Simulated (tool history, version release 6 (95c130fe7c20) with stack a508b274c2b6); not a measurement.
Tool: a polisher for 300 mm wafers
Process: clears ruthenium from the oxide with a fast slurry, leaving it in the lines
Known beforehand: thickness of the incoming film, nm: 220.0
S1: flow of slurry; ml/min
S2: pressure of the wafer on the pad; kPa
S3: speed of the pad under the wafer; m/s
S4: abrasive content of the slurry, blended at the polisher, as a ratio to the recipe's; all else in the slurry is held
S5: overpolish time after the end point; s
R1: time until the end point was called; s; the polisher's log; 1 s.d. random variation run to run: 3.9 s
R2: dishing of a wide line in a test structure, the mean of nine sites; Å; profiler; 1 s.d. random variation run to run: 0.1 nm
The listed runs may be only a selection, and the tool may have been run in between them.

Run 1, hour 0: S1 275 ml/min, S2 12.4 kPa, S3 1.16 m/s, S4 1, S5 17 s. Result: R1 89.069 s, R2 365.56 Å.
Run 2, hour 5.8: S1 270 ml/min, S2 11.7 kPa, S3 1.08 m/s, S4 0.95, S5 15 s. Result: R1 104.87 s, R2 285.28 Å.
Run 3, hour 7.7: S1 310 ml/min, S2 11.7 kPa, S3 1.08 m/s, S4 0.95, S5 15 s. Result: R1 101.63 s, R2 283.13 Å.
Run 4, hour 8.3: S1 310 ml/min, S2 11.7 kPa, S3 1.08 m/s, S4 1.15, S5 15 s. Result: R1 91.187 s, R2 304.12 Å.
Run 5, hour 16.8: S1 310 ml/min, S2 11.7 kPa, S3 0.98 m/s, S4 1.15, S5 15 s. Result: R1 102.78 s, R2 288.41 Å.
Run 6, hour 19.5: S1 325 ml/min, S2 11 kPa, S3 0.94 m/s, S4 1.05, S5 14 s. Result: R1 113.61 s, R2 249.8 Å.
Run 7, hour 23.4: S1 340 ml/min, S2 10.3 kPa, S3 0.88 m/s, S4 0.95, S5 13 s. Result: R1 134.28 s, R2 189.22 Å.
Run 8, hour 29.6: S1 350 ml/min, S2 9.7 kPa, S3 0.88 m/s, S4 0.9, S5 12 s. Result: R1 149.7 s, R2 158.62 Å.
Run 9, hour 37.4: S1 350 ml/min, S2 9.7 kPa, S3 0.88 m/s, S4 0.9, S5 12 s. Result: R1 153.14 s, R2 157.57 Å.
Run 10, hour 40.9: S1 360 ml/min, S2 9 kPa, S3 0.9 m/s, S4 0.85, S5 11 s. Result: R1 169.14 s, R2 128.12 Å.
Run 11, hour 45.6: S1 370 ml/min, S2 8.3 kPa, S3 0.94 m/s, S4 0.8, S5 10 s. Result: R1 182.31 s, R2 114.68 Å.
Run 12, hour 49.3: S1 380 ml/min, S2 8.3 kPa, S3 0.92 m/s, S4 0.75, S5 9 s. Result: R1 190.27 s, R2 96.252 Å.
Run 13, hour 52.1: S1 385 ml/min, S2 8.3 kPa, S3 0.92 m/s, S4 0.7, S5 8 s. Result: R1 207.57 s, R2 76.44 Å.
Run 14, hour 54.4: S1 385 ml/min, S2 8.3 kPa, S3 0.9 m/s, S4 0.7, S5 8 s. Result: R1 210.55 s, R2 77.653 Å.
Run 15, hour 60.5: S1 390 ml/min, S2 8.3 kPa, S3 0.9 m/s, S4 0.7, S5 8 s. Result: R1 200.85 s, R2 77.157 Å.
Run 16, hour 69.4: S1 395 ml/min, S2 8.3 kPa, S3 0.88 m/s, S4 0.7, S5 8 s. Result: R1 213.67 s, R2 74.476 Å.
Run 17, hour 72.5: S1 395 ml/min, S2 8.3 kPa, S3 0.86 m/s, S4 0.7, S5 8 s. Result: R1 224.33 s, R2 76.116 Å.
Run 18, hour 80.9: S1 390 ml/min, S2 8.3 kPa, S3 0.88 m/s, S4 0.65, S5 8 s. Result: R1 218.6 s, R2 71.062 Å.
Run 19, hour 83.1: S1 390 ml/min, S2 9 kPa, S3 0.84 m/s, S4 0.6, S5 7 s. Result: R1 231.96 s, R2 61.332 Å.
Run 20, hour 83.8: S1 395 ml/min, S2 10.3 kPa, S3 0.78 m/s, S4 0.55, S5 5 s. Result: R1 238.67 s, R2 41.049 Å.
Run 21, hour 85.8: S1 390 ml/min, S2 10.3 kPa, S3 0.8 m/s, S4 0.55, S5 5 s. Result: R1 238.35 s, R2 42.591 Å.
Run 22, hour 86.5: S1 390 ml/min, S2 10.3 kPa, S3 0.82 m/s, S4 0.55, S5 5 s. Result: R1 236.09 s, R2 42.902 Å.

What will run 23 give?
Run 23, hour 93.4: S1 390 ml/min, S2 10.3 kPa, S3 0.84 m/s, S4 0.55, S5 5 s. Result: R1 ?, R2 ?.

R1: 228.03 s
R2: 46.037 Å
